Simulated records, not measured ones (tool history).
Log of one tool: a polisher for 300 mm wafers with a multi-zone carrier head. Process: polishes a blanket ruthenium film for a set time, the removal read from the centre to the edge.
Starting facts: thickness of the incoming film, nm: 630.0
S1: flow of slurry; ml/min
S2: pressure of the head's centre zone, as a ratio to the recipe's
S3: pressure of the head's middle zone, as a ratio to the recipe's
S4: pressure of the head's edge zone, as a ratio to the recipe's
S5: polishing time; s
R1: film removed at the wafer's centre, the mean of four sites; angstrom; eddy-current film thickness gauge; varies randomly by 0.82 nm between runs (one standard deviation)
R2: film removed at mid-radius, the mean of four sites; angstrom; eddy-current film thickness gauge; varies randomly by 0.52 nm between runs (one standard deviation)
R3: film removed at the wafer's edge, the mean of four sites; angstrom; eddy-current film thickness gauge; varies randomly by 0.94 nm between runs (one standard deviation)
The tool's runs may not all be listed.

| run | hour | S1 | S2 | S3 | S4 | S5 | R1 | R2 | R3 |
|---|---|---|---|---|---|---|---|---|---|
| 1 | 0.0 | 300 | 1.00 | 1.00 | 1.00 | 76 | 1039.20 | 1072.20 | 1041.70 |
| 2 | 1.4 | 305 | 1.00 | 1.00 | 0.98 | 74 | 1006.60 | 1043.40 | 992.12 |
| 3 | 3.4 | 305 | 1.00 | 1.00 | 1.01 | 74 | 1021.40 | 1049.90 | 1011.10 |
| 4 | 5.2 | 320 | 1.00 | 1.00 | 0.99 | 72 | 997.79 | 1022.30 | 972.74 |
| 5 | 8.0 | 320 | 1.04 | 1.00 | 0.99 | 72 | 1025.60 | 1033.10 | 964.23 |
| 6 | 14.6 | 330 | 1.04 | 1.00 | 0.98 | 70 | 1015.70 | 1007.60 | 960.29 |
| 7 | 17.7 | 320 | 1.04 | 1.00 | 0.96 | 68 | 986.96 | 967.64 | 902.94 |
| 8 | 21.8 | 235 | 0.94 | 0.94 | 0.86 | 64 | 803.44 | 837.19 | 832.42 |
| 9 | 26.7 | 245 | 0.95 | 0.95 | 0.86 | 63 | 793.94 | 833.30 | 796.23 |
| 10 | 28.0 | 250 | 0.96 | 0.95 | 0.86 | 63 | 815.62 | 836.89 | 799.00 |
| 11 | 32.5 | 255 | 0.96 | 0.95 | 0.85 | 63 | 818.52 | 831.21 | 775.09 |

Forecast run 12:
| 12 | 36.9 | 260 | 0.96 | 0.95 | 0.85 | 63 | ? | ? | ? |

R1: 809.67 angstrom
R2: 836.53 angstrom
R3: 795.43 angstrom
